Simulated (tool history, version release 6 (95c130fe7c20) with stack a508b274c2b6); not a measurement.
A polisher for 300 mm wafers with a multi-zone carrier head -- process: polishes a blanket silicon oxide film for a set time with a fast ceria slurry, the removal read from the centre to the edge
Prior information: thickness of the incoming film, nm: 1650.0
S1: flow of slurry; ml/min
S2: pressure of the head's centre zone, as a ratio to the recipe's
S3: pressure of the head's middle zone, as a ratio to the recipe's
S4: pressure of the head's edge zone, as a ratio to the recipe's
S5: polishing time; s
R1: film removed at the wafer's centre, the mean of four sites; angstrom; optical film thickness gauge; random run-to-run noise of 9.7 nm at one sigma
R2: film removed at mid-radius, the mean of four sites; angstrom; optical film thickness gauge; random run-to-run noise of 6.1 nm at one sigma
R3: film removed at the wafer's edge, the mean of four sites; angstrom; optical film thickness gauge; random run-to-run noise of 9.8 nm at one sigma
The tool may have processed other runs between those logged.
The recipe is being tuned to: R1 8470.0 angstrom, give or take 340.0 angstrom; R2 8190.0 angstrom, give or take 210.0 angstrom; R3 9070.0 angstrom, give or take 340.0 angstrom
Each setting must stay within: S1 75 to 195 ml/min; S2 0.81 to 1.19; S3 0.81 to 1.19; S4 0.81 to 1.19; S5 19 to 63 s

run,hour,S1,S2,S3,S4,S5,R1,R2,R3
1,0.0,125,1.00,1.00,1.00,41,6840.8,6668.3,6721.0
2,6.5,130,1.00,1.00,1.02,42,7199.6,6791.9,7229.7
3,11.5,140,1.00,1.00,1.02,42,7259.8,7025.8,7271.9
4,15.5,140,1.00,1.00,1.02,49,8357.5,8204.5,8421.8
5,23.8,140,1.00,1.00,0.96,49,8314.8,8152.7,7977.6
6,26.8,140,1.00,1.00,0.98,49,8290.1,8222.8,8253.6
7,35.2,140,1.00,1.00,0.99,49,8403.1,8100.3,8353.0
8,41.3,140,1.00,1.00,0.99,49,8547.1,8186.5,8380.7
9,42.1,140,1.00,1.00,1.00,49,8412.1,8212.6,8308.0

Below are 5 possible settings for the next run. Only one of them brings all results inside the allowed miss of their targets. Which is it?
A,42.9,175,0.96,0.94,1.09,49,?,?,?
B,42.9,165,1.08,1.05,0.89,45,?,?,?
C,42.9,170,1.01,1.02,0.94,47,?,?,?
D,42.9,160,1.15,1.13,0.81,44,?,?,?
E,42.9,160,1.12,1.10,0.81,44,?,?,?

move,R1,R2,R3
A,8499.1,8221.3,8993.8
B,8673.7,8159.9,7428.9
C,8527.9,8372.6,7990.8
D,8972.0,8419.0,6929.6
E,8739.0,8237.7,6932.3
A: all results in spec
B: further off than the last run
C: further off than the last run
D: further off than the last run
E: further off than the last run
Go with A: it meets all targets.

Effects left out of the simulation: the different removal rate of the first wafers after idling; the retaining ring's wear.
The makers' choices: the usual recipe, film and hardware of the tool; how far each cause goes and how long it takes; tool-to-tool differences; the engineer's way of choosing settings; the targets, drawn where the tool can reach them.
